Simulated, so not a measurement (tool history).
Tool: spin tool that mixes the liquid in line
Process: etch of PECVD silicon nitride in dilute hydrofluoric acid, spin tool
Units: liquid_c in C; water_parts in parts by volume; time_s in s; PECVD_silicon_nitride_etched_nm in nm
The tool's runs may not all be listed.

run	hour	liquid_c	water_parts	time_s	PECVD_silicon_nitride_etched_nm
1	0	25	265	95	2.274
2	7.4	27	265	95	2.5142
3	15.5	24.5	265	95	2.2022
4	19.2	27.5	265	95	2.5805
5	26.8	27.5	315	95	2.1964
6	35	24	315	95	1.8012
7	41.3	24	315	95	1.7816

Run 8 comes next. What will it give?
8	49.9	26	300	95	?

PECVD_silicon_nitride_etched_nm: 2.0979 nm
